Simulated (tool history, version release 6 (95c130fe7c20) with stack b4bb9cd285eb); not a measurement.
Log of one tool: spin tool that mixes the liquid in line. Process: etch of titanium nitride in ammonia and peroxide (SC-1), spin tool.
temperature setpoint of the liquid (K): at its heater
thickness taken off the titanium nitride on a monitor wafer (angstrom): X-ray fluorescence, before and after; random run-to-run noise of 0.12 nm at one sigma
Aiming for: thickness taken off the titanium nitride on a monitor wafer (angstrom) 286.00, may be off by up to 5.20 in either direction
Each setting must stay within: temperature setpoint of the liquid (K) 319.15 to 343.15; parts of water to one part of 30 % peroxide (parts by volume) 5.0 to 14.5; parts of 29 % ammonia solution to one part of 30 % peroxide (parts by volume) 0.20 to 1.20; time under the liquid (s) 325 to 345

run,hour,temperature setpoint of the liquid (K),parts of water to one part of 30 % peroxide (parts by volume),parts of 29 % ammonia solution to one part of 30 % peroxide (parts by volume),time under the liquid (s),thickness taken off the titanium nitride on a monitor wafer (angstrom)
1,0.0,335.15,8.0,0.75,325,319.50
2,1.5,334.15,8.0,0.75,325,300.81
3,7.0,334.15,8.0,0.75,345,320.06
4,11.8,334.15,8.0,0.65,345,309.32
5,13.1,329.15,8.0,0.65,345,224.27
6,20.6,329.65,8.0,0.65,345,231.32
7,28.3,330.15,8.0,0.65,345,238.26
8,34.3,333.65,8.0,0.65,345,301.37

Below are 5 possible settings for the next run. Only one of them brings all results inside the allowed miss of their targets. Which is it?
A,40.3,333.15,8.5,0.60,335,?
B,40.3,333.65,8.5,0.75,330,?
C,40.3,333.65,7.0,0.50,345,?
D,40.3,333.65,6.0,0.55,325,?
E,40.3,334.15,9.5,0.80,345,?

move,thickness taken off the titanium nitride on a monitor wafer (angstrom)
A,272.50
B,287.47
C,310.07
D,319.66
E,296.66
A: pushes the last run's worst result past its target
B: every result lands within tolerance
C: its largest miss is bigger than the last run's
D: its largest miss is bigger than the last run's
E: better than the last run, though not everything is in spec
Go with B: it meets all targets.
